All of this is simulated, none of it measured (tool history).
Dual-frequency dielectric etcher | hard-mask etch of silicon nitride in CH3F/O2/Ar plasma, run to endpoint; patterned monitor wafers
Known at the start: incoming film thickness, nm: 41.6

{"run": 1, "hour": 0.0, "source power (W)": 520, "bias power (W)": 85, "endpoint time (s)": 51.979}
{"run": 2, "hour": 4.1, "source power (W)": 520, "bias power (W)": 100, "endpoint time (s)": 48.673}
{"run": 3, "hour": 13.0, "source power (W)": 520, "bias power (W)": 105, "endpoint time (s)": 46.978}
{"run": 4, "hour": 18.2, "source power (W)": 470, "bias power (W)": 94, "endpoint time (s)": 52.838}
{"run": 5, "hour": 23.5, "source power (W)": 430, "bias power (W)": 90, "endpoint time (s)": 55.58}
{"run": 6, "hour": 25.4, "source power (W)": 510, "bias power (W)": 90, "endpoint time (s)": 51.492}
{"run": 7, "hour": 30.6, "source power (W)": 410, "bias power (W)": 73, "endpoint time (s)": 62.166}
{"run": 8, "hour": 33.8, "source power (W)": 390, "bias power (W)": 72, "endpoint time (s)": 63.305}

The next listed run, before its measurement:
{"run": 9, "hour": 41.5, "source power (W)": 390, "bias power (W)": 72, "endpoint time (s)": "?"}

endpoint time (s): 63.065
